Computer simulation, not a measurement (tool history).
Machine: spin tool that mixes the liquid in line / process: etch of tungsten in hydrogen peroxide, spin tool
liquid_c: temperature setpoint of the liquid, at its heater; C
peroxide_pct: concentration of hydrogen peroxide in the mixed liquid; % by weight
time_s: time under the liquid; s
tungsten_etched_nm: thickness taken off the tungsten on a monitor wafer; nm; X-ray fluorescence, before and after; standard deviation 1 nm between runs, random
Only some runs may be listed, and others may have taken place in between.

run  hour  liquid_c  peroxide_pct  time_s  tungsten_etched_nm
  1     0        57            19      55              72.499
  2   8.3      59.5            20      55              86.722
  3  14.5      59.5            20      60              94.131
  4    17        61          20.5      60              103.69
  5    20      62.5            21      60              113.37
  6  22.2      62.5          23.5      60              119.95
  7  24.8        63          23.5      60              125.75
  8  31.6      63.5          23.5      60              127.72

What does the tool deliver on the next run?
  9  34.6        64          23.5      60                   ?

Logged for run 9: tungsten_etched_nm 132.08 nm.
